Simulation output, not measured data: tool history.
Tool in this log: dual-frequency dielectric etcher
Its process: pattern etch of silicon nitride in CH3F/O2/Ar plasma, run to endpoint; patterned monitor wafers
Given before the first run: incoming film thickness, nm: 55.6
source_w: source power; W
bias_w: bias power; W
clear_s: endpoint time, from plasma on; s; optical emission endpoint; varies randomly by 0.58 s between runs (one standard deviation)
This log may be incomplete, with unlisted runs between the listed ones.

run	hour	source_w	bias_w	clear_s
1	0.0	330	87	79.969
2	5.7	350	91	77.221
3	10.6	320	91	78.981
4	11.4	340	96	73.045
5	17.6	340	89	78.731
6	19.3	350	92	75.104
7	25.0	360	93	73.560
8	29.1	370	94	72.793
9	37.1	380	95	72.430
10	39.9	390	97	70.567
11	42.6	400	98	69.565
12	44.1	410	99	68.674

Predict the results of run 13:
13	46.6	410	100	?

{"run 13": {"clear_s": 67.333}}
